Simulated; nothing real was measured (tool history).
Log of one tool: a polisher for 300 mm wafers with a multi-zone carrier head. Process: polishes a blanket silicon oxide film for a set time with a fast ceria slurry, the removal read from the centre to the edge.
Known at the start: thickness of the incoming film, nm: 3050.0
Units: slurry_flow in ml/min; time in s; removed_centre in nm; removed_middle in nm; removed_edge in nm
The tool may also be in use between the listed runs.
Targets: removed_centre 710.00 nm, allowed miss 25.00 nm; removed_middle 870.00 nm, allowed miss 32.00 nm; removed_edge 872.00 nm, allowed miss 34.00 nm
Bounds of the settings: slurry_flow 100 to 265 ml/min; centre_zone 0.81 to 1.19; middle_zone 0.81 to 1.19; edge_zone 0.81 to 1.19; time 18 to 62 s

run 1 hour=0.0 | slurry_flow=170 centre_zone=1.00 middle_zone=1.00 edge_zone=1.00 time=40 | removed_centre=866.07 removed_middle=907.62 removed_edge=919.42
run 2 hour=4.9 | slurry_flow=170 centre_zone=1.00 middle_zone=1.00 edge_zone=1.00 time=33 | removed_centre=728.12 removed_middle=744.19 removed_edge=766.76
run 3 hour=13.2 | slurry_flow=170 centre_zone=1.00 middle_zone=0.91 edge_zone=1.00 time=33 | removed_centre=730.70 removed_middle=679.99 removed_edge=771.30
run 4 hour=21.9 | slurry_flow=185 centre_zone=0.97 middle_zone=0.95 edge_zone=1.03 time=33 | removed_centre=724.18 removed_middle=715.50 removed_edge=782.68
run 5 hour=25.3 | slurry_flow=150 centre_zone=0.97 middle_zone=0.95 edge_zone=1.03 time=33 | removed_centre=669.21 removed_middle=681.64 removed_edge=756.40
run 6 hour=28.7 | slurry_flow=150 centre_zone=1.03 middle_zone=0.95 edge_zone=1.03 time=33 | removed_centre=716.91 removed_middle=690.49 removed_edge=750.54
run 7 hour=31.2 | slurry_flow=160 centre_zone=0.99 middle_zone=0.98 edge_zone=1.05 time=34 | removed_centre=722.72 removed_middle=753.41 removed_edge=776.08
run 8 hour=38.3 | slurry_flow=165 centre_zone=0.95 middle_zone=0.99 edge_zone=1.05 time=35 | removed_centre=724.33 removed_middle=762.15 removed_edge=803.08
run 9 hour=39.4 | slurry_flow=165 centre_zone=0.91 middle_zone=1.01 edge_zone=1.05 time=36 | removed_centre=723.39 removed_middle=795.94 removed_edge=855.10
run 10 hour=43.6 | slurry_flow=165 centre_zone=0.90 middle_zone=1.04 edge_zone=1.05 time=36 | removed_centre=716.17 removed_middle=828.41 removed_edge=841.74
run 11 hour=46.7 | slurry_flow=165 centre_zone=0.89 middle_zone=1.05 edge_zone=1.05 time=36 | removed_centre=687.28 removed_middle=844.52 removed_edge=833.36

4 next moves are on the table. One of them brings every result within its allowed miss. Which?
run A hour=49.8 | slurry_flow=170 centre_zone=1.00 middle_zone=1.14 edge_zone=1.09 time=33 | removed_centre=? removed_middle=? removed_edge=?
run B hour=49.8 | slurry_flow=115 centre_zone=0.88 middle_zone=1.01 edge_zone=1.19 time=40 | removed_centre=? removed_middle=? removed_edge=?
run C hour=49.8 | slurry_flow=160 centre_zone=0.95 middle_zone=1.12 edge_zone=1.09 time=34 | removed_centre=? removed_middle=? removed_edge=?
run D hour=49.8 | slurry_flow=145 centre_zone=0.88 middle_zone=1.08 edge_zone=1.05 time=38 | removed_centre=? removed_middle=? removed_edge=?

move=A removed_centre=719.92 removed_middle=832.29 removed_edge=770.52
move=B removed_centre=691.15 removed_middle=829.90 removed_edge=916.85
move=C removed_centre=695.42 removed_middle=834.97 removed_edge=787.38
move=D removed_centre=703.15 removed_middle=886.33 removed_edge=851.38
A: further off than the last run
B: takes the result that was furthest off past its target
C: further off than the last run
D: meets every target
The right move is D.

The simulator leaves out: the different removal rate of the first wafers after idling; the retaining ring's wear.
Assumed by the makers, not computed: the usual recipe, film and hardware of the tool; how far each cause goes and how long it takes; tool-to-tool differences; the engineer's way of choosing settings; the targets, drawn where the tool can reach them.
